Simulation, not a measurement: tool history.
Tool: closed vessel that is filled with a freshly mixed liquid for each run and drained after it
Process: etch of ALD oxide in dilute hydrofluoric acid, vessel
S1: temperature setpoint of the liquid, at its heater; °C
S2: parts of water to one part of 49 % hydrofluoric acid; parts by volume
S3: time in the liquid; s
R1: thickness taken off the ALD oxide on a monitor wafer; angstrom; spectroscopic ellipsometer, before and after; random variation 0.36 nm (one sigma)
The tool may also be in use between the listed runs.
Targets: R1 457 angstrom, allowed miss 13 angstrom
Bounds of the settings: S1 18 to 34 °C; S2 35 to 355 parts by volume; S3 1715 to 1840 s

run,hour,S1,S2,S3,R1
1,0,26,195,1715,827.12
2,7.5,26,195,1840,890.47
3,12.9,26,195,1715,821.73
4,18,24.5,195,1715,790.44
5,26,22.5,220,1715,620.78
6,31,19,220,1715,557.06
7,35,18.5,230,1715,513.79
8,40.1,18.5,235,1715,498.82
9,41.3,18.5,240,1715,483.21

Which of these 5 next moves meets every target?
A,42.5,19,270,1715,?
B,42.5,18.5,245,1790,?
C,42.5,20,250,1715,?
D,42.5,18,230,1715,?
E,42.5,20.5,280,1795,?

move,R1
A,433.86
B,500.82
C,495.47
D,508.25
E,458.77
A: takes the result that was furthest off past its target
B: further off than the last run
C: further off than the last run
D: further off than the last run
E: meets every target
Answer: E

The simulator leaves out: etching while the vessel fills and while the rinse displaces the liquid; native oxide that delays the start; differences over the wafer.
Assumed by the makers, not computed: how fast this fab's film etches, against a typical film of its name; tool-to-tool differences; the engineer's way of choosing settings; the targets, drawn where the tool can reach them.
